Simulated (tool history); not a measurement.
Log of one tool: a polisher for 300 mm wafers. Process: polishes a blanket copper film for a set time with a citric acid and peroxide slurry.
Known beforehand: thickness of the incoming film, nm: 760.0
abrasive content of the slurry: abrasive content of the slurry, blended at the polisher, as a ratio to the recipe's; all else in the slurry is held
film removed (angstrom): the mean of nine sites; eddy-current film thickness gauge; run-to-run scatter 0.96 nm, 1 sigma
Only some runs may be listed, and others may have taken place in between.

run    day  flow of slurry (ml/min)  pressure of the wafer on the pad (kPa)  speed of the pad under the wafer (m/s)  abrasive content of the slurry  polishing time (s)  film removed (angstrom)
  1  0.000                      185                                    28.3                                    1.16                            1.00                  41                  1240.20
  2  0.125                      185                                    28.3                                    1.16                            0.85                  41                  1189.10
  3  0.283                      185                                    28.3                                    1.34                            0.85                  41                  1333.00
  4  0.467                      205                                    28.3                                    1.34                            0.85                  41                  1346.60
  5  0.829                      205                                    31.0                                    1.34                            0.85                  41                  1487.70
  6  0.879                      205                                    29.0                                    1.34                            0.85                  41                  1369.90
  7  1.017                      205                                    27.6                                    1.34                            0.85                  41                  1316.20
  8  1.350                      205                                    26.2                                    1.34                            0.85                  41                  1236.50

Forecast run 9:
  9  1.629                      190                                    19.3                                    1.32                            0.85                  41                        ?

film removed (angstrom): 920.63

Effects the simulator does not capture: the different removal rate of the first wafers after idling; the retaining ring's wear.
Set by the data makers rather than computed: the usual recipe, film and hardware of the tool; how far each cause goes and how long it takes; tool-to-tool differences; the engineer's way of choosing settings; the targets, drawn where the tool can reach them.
